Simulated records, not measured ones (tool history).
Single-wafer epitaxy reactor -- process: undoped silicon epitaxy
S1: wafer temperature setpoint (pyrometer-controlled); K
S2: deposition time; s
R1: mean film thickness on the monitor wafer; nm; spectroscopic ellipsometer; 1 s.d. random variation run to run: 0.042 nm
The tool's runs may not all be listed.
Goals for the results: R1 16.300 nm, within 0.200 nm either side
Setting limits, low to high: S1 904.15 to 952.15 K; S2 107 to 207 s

run,hour,S1,S2,R1
1,0.0,928.15,157,24.504
2,2.7,928.15,175,27.251
3,8.7,925.15,175,25.372
4,14.2,925.15,193,27.871
5,17.0,925.15,180,26.003
6,19.9,922.15,180,24.160
7,28.1,920.15,180,22.867
8,33.0,918.15,180,21.745
9,34.8,917.15,180,21.316
10,43.2,916.15,180,20.794
11,43.9,915.15,180,20.238
12,52.4,915.15,180,20.183
13,54.0,914.15,180,19.687
14,63.0,914.15,180,19.614
# hour 63.6: pyrometer calibrated
15,63.6,913.15,180,22.032
16,71.1,913.15,180,21.980
17,72.7,912.15,173,20.674
18,73.4,911.15,177,20.572
19,74.1,910.15,168,18.962
20,82.7,909.15,165,18.176
21,89.0,904.15,165,16.047
22,94.5,904.15,165,16.040

4 candidate next runs follow, results not yet known. Just one meets every target within its allowed miss. Identify it.
A,100.0,904.15,164,?
B,100.0,904.15,163,?
C,100.0,906.15,154,?
D,100.0,905.15,164,?

move,R1
A,15.916
B,15.819
C,15.744
D,16.336
A: the biggest miss grows against the last run
B: the biggest miss grows against the last run
C: the biggest miss grows against the last run
D: every result within its allowed miss
The right move is D.
